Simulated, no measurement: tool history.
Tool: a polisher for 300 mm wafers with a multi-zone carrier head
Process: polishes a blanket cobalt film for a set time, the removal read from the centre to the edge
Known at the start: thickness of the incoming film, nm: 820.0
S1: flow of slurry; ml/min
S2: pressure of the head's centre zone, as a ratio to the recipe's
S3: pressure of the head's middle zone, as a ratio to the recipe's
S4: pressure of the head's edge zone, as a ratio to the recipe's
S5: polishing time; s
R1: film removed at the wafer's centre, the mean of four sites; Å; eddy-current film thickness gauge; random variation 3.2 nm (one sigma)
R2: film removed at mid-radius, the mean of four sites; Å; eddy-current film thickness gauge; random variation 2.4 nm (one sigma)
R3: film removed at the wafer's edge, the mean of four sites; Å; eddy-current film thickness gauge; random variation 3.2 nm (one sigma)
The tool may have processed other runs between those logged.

run	hour	S1	S2	S3	S4	S5	R1	R2	R3
1	0	185	1	1	1	62	2095.5	2128.4	2229.3
2	8.6	185	1	1	1	69	2311.6	2324.7	2459
3	14.7	195	1.01	1.02	1	69	2369.4	2449.1	2496
4	16.6	195	1.08	1.02	1	69	2502.3	2420.1	2493.3
5	24.9	205	1.08	1.03	1	69	2512.3	2463.6	2500.3
6	28.3	205	1.08	1.03	1	62	2326.8	2217.2	2272.6
7	36	210	1.08	1.05	1.02	63	2359.4	2292.6	2321.3
8	40.9	215	1.08	1.06	1.03	64	2401.7	2361.7	2363.5
9	45.1	220	1.08	1.07	1.04	65	2395	2414.3	2407.4
10	51	225	1.08	1.08	1.05	66	2465.6	2486.5	2483.5
11	55.6	230	1.08	1.09	1.05	66	2504.7	2560.7	2504.6

The next listed run, before its measurement:
12	62.2	235	1.08	1.09	1.05	66	?	?	?

R1: 2500.7 Å
R2: 2508.1 Å
R3: 2534.1 Å
